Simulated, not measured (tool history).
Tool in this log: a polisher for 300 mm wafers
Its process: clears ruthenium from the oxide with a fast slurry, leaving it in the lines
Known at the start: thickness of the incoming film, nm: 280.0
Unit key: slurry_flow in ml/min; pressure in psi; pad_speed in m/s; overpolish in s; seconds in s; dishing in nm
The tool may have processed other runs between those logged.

Run 1, hour 0.0: slurry_flow 280 ml/min, pressure 3.1 psi, pad_speed 0.92 m/s, slurry_solids 1.00, overpolish 14 s. Result: seconds 82.792 s, dishing 43.314 nm.
Run 2, hour 7.9: slurry_flow 280 ml/min, pressure 3.1 psi, pad_speed 0.92 m/s, slurry_solids 1.00, overpolish 11 s. Result: seconds 84.049 s, dishing 33.529 nm.
Run 3, hour 15.6: slurry_flow 280 ml/min, pressure 3.4 psi, pad_speed 0.96 m/s, slurry_solids 1.00, overpolish 12 s. Result: seconds 74.644 s, dishing 41.800 nm.
Run 4, hour 19.6: slurry_flow 215 ml/min, pressure 3.4 psi, pad_speed 0.96 m/s, slurry_solids 1.00, overpolish 12 s. Result: seconds 75.440 s, dishing 40.867 nm.
Run 5, hour 24.2: slurry_flow 215 ml/min, pressure 3.7 psi, pad_speed 1.00 m/s, slurry_solids 1.00, overpolish 13 s. Result: seconds 65.669 s, dishing 47.196 nm.
Run 6, hour 30.6: slurry_flow 215 ml/min, pressure 3.7 psi, pad_speed 1.00 m/s, slurry_solids 0.85, overpolish 13 s. Result: seconds 71.274 s, dishing 45.828 nm.
Run 7, hour 37.0: slurry_flow 215 ml/min, pressure 3.9 psi, pad_speed 1.04 m/s, slurry_solids 0.85, overpolish 14 s. Result: seconds 64.246 s, dishing 52.821 nm.
Run 8, hour 43.1: slurry_flow 215 ml/min, pressure 4.1 psi, pad_speed 1.08 m/s, slurry_solids 0.85, overpolish 15 s. Result: seconds 59.453 s, dishing 62.036 nm.

What will run 9 give?
Run 9, hour 51.4: slurry_flow 215 ml/min, pressure 4.2 psi, pad_speed 1.12 m/s, slurry_solids 0.85, overpolish 15 s. Result: seconds ?, dishing ?.

seconds: 55.478 s
dishing: 63.038 nm
